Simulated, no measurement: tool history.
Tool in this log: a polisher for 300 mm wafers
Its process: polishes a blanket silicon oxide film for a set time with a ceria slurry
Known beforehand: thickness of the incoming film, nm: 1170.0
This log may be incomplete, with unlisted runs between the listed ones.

run	day	flow of slurry (ml/min)	pressure of the wafer on the pad (psi)	speed of the pad under the wafer (cm/s)	polishing time (s)	film removed (Å)
1	0	290	2.8	140	50	2816.2
2	0.325	290	2.8	140	45	2527.2
3	0.571	320	2.8	140	45	2523.2
4	0.808	325	2.6	140	45	2396
5	0.842	280	2.6	140	45	2375.5
6	0.925	280	2.6	140	45	2359.9
7	1.2	280	2.5	140	45	2309.8

Run 8 has not been measured yet. What should we expect?
8	1.3	280	2.4	140	45	?

Run 8 gave film removed (Å) 2249.5.

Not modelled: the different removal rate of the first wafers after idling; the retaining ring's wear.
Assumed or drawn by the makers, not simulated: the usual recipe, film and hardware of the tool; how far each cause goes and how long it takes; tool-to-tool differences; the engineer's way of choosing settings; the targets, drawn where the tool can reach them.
